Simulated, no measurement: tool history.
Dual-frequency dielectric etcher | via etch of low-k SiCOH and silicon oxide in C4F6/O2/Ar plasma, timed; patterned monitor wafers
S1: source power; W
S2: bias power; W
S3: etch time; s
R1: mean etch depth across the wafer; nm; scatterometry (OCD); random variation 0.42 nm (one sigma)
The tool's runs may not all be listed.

run	hour	S1	S2	S3	R1
1	0.0	480	170	79.0	210.57
2	4.3	480	170	82.5	219.72
3	12.9	440	155	81.5	204.72
4	16.0	410	145	80.5	192.76
5	17.9	410	165	80.5	203.08
6	25.5	410	165	82.5	208.33
7	29.7	390	151	81.5	195.99
8	31.3	370	142	81.0	188.11

Forecast run 9:
9	37.0	300	124	79.5	?

R1: 166.51 nm
